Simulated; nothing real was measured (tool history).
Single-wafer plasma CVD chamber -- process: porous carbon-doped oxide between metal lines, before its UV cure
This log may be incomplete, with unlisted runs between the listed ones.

run	day	heater temperature setpoint (K)	RF power (W)	deposition time (s)	mean film thickness on the monitor wafer (angstrom)
1	0.000	588.15	395	39.4	1580.1
2	0.283	583.15	410	39.5	1697.5
3	0.642	583.15	410	40.6	1742.9
4	0.708	583.15	410	39.4	1678.6
5	0.883	579.15	420	39.4	1733.1
6	1.017	579.15	455	39.4	1878.4
7	1.212	577.15	455	39.4	1904.0

What will run 8 give?
8	1.542	576.15	455	39.4	?

{"run 8": {"mean film thickness on the monitor wafer (angstrom)": 1896.9}}

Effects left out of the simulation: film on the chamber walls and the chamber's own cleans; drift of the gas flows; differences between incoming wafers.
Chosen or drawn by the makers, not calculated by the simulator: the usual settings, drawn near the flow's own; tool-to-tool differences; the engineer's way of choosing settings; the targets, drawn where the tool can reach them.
